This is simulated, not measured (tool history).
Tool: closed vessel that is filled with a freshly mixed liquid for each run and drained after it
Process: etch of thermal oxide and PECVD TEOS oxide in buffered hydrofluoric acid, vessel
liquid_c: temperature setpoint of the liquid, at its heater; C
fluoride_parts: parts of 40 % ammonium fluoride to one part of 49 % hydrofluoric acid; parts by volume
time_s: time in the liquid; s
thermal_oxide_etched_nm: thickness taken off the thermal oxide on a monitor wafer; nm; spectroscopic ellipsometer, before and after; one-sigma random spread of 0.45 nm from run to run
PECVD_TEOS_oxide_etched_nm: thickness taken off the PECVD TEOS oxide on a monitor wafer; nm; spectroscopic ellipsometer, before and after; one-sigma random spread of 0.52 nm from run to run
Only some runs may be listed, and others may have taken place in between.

Run 1, hour 0: liquid_c 21 C, fluoride_parts 17 parts by volume, time_s 100 s. Result: thermal_oxide_etched_nm 55.047 nm, PECVD_TEOS_oxide_etched_nm 75.534 nm.
Run 2, hour 7.3: liquid_c 21 C, fluoride_parts 15.5 parts by volume, time_s 100 s. Result: thermal_oxide_etched_nm 61.36 nm, PECVD_TEOS_oxide_etched_nm 83.508 nm.
Run 3, hour 16.1: liquid_c 21 C, fluoride_parts 15.5 parts by volume, time_s 135 s. Result: thermal_oxide_etched_nm 80.448 nm, PECVD_TEOS_oxide_etched_nm 113.06 nm.
Run 4, hour 24.4: liquid_c 20.5 C, fluoride_parts 16.5 parts by volume, time_s 135 s. Result: thermal_oxide_etched_nm 75.51 nm, PECVD_TEOS_oxide_etched_nm 102.66 nm.
Run 5, hour 30: liquid_c 17.5 C, fluoride_parts 16.5 parts by volume, time_s 135 s. Result: thermal_oxide_etched_nm 63.484 nm, PECVD_TEOS_oxide_etched_nm 86.623 nm.
Run 6, hour 37.3: liquid_c 17.5 C, fluoride_parts 17.5 parts by volume, time_s 135 s. Result: thermal_oxide_etched_nm 59.506 nm, PECVD_TEOS_oxide_etched_nm 80.403 nm.
Run 7, hour 43.3: liquid_c 17.5 C, fluoride_parts 18 parts by volume, time_s 135 s. Result: thermal_oxide_etched_nm 58.866 nm, PECVD_TEOS_oxide_etched_nm 81.119 nm.
Run 8, hour 49.7: liquid_c 17.5 C, fluoride_parts 19 parts by volume, time_s 135 s. Result: thermal_oxide_etched_nm 55.654 nm, PECVD_TEOS_oxide_etched_nm 75.74 nm.
Run 9, hour 57.4: liquid_c 17.5 C, fluoride_parts 19.5 parts by volume, time_s 135 s. Result: thermal_oxide_etched_nm 53.775 nm, PECVD_TEOS_oxide_etched_nm 73.078 nm.
Run 10, hour 64.1: liquid_c 17.5 C, fluoride_parts 19.5 parts by volume, time_s 135 s. Result: thermal_oxide_etched_nm 54.175 nm, PECVD_TEOS_oxide_etched_nm 73.513 nm.
Run 11, hour 68.4: liquid_c 17.5 C, fluoride_parts 20 parts by volume, time_s 135 s. Result: thermal_oxide_etched_nm 51.939 nm, PECVD_TEOS_oxide_etched_nm 71.19 nm.

The next listed run, before its measurement:
Run 12, hour 76.9: liquid_c 17.5 C, fluoride_parts 20.5 parts by volume, time_s 135 s. Result: thermal_oxide_etched_nm ?, PECVD_TEOS_oxide_etched_nm ?.

{"run 12": {"thermal_oxide_etched_nm": 51.416, "PECVD_TEOS_oxide_etched_nm": 70.37}}
